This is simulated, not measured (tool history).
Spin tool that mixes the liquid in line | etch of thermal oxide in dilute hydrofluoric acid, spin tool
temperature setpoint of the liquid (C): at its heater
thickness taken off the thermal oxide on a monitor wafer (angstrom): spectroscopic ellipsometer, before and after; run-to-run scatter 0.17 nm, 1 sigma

run,hour,temperature setpoint of the liquid (C),parts of water to one part of 49 % hydrofluoric acid (parts by volume),time under the liquid (s),thickness taken off the thermal oxide on a monitor wafer (angstrom)
1,0.0,23.0,50,305,295.39
2,8.5,23.0,50,305,289.11
3,15.9,21.5,55,305,251.49
4,21.5,18.5,55,305,221.28
5,22.4,18.0,55,305,218.46
6,31.1,21.0,55,305,241.10
7,37.0,20.0,55,305,233.97
8,42.3,19.5,55,305,227.94
9,47.3,19.0,55,305,224.03
10,50.9,18.5,55,305,215.85
11,55.4,18.0,55,305,217.90
12,60.9,17.5,60,305,190.31

What will run 13 give?
13,65.0,17.0,60,305,?

Run 13 produced thickness taken off the thermal oxide on a monitor wafer (angstrom) 188.07.
